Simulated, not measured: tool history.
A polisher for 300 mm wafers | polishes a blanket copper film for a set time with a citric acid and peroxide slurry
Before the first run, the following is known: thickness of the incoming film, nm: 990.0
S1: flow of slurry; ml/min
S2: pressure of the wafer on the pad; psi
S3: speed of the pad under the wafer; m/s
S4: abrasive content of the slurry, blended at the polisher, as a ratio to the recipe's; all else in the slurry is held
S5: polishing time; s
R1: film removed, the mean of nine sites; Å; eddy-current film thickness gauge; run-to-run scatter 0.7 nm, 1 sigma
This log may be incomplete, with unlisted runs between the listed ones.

run  hour   S1   S2    S3   S4  S5       R1
  1   0.0  225  4.1  1.20  1.0  58  1735.00
  2   4.1  225  4.1  1.20  1.0  58  1733.40
  3   9.5  225  4.1  0.96  1.0  58  1401.50
  4  16.3  225  4.1  0.96  1.0  58  1405.10
  5  17.8  260  4.1  0.96  1.0  58  1415.50
  6  22.4  260  3.5  0.90  1.0  58  1166.10
  7  25.7  260  3.1  0.86  1.0  58   961.58
  8  30.6  260  2.8  0.86  1.0  58   881.20
  9  38.7  260  2.6  0.86  1.0  58   832.79
 10  45.7  260  2.4  0.86  1.0  58   768.14

Predict the results of run 11:
 11  46.5  255  2.3  0.86  1.0  58   ?

{"run 11": {"R1": 738.53}}
